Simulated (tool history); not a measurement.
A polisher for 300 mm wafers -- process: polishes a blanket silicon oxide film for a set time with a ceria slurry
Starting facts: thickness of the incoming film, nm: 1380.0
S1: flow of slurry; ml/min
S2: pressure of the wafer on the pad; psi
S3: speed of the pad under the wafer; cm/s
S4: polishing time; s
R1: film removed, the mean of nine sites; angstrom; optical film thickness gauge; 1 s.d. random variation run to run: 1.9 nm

run  hour   S1   S2   S3   S4      R1
  1   0.0  270  2.3  106  110  3542.5
  2   4.0  270  2.8  106  110  4214.8
  3  11.7  305  2.8  106  110  4318.5
  4  17.9  305  2.6  100  110  3682.0
  5  22.0  305  2.4   96  110  3443.1
  6  25.7  290  2.2   90  110  2883.3

What does the tool deliver on the next run?
  7  31.3  275  1.6  70  110   ?

{"run 7": {"R1": 1664.2}}

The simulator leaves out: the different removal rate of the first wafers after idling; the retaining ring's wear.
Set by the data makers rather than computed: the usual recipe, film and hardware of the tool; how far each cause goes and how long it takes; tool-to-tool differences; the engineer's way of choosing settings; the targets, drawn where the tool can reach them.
